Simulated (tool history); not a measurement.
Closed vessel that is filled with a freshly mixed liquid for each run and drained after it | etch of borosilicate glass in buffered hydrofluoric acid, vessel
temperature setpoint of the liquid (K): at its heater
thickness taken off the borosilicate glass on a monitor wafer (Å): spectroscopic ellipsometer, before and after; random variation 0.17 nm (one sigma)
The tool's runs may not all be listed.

| run | hour | temperature setpoint of the liquid (K) | parts of 40 % ammonium fluoride to one part of 49 % hydrofluoric acid (parts by volume) | time in the liquid (s) | thickness taken off the borosilicate glass on a monitor wafer (Å) |
|---|---|---|---|---|---|
| 1 | 0 | 294.15 | 12.5 | 100 | 788.89 |
| 2 | 1.9 | 294.15 | 12.5 | 105 | 824.95 |
| 3 | 10.2 | 297.15 | 12.5 | 105 | 973.58 |
| 4 | 14 | 296.15 | 13 | 105 | 891.78 |
| 5 | 16.9 | 296.15 | 14.5 | 105 | 797.74 |
| 6 | 19.1 | 295.65 | 14.5 | 105 | 774.61 |
| 7 | 21.3 | 295.15 | 14.5 | 105 | 761.34 |
| 8 | 27.9 | 294.65 | 14.5 | 105 | 741.74 |
| 9 | 33.9 | 294.15 | 14.5 | 105 | 715.55 |
| 10 | 37.1 | 293.65 | 14.5 | 105 | 701.94 |
| 11 | 43.8 | 293.15 | 14.5 | 105 | 678.84 |
| 12 | 45.5 | 292.65 | 14.5 | 105 | 659.12 |
| 13 | 51.8 | 292.15 | 14.5 | 105 | 641.64 |
| 14 | 55.6 | 291.15 | 15.5 | 105 | 568.32 |

Run 15 comes next. What will it give?
| 15 | 61.9 | 290.65 | 16 | 105 | ? |

{"run 15": {"thickness taken off the borosilicate glass on a monitor wafer (Å)": 535.3}}
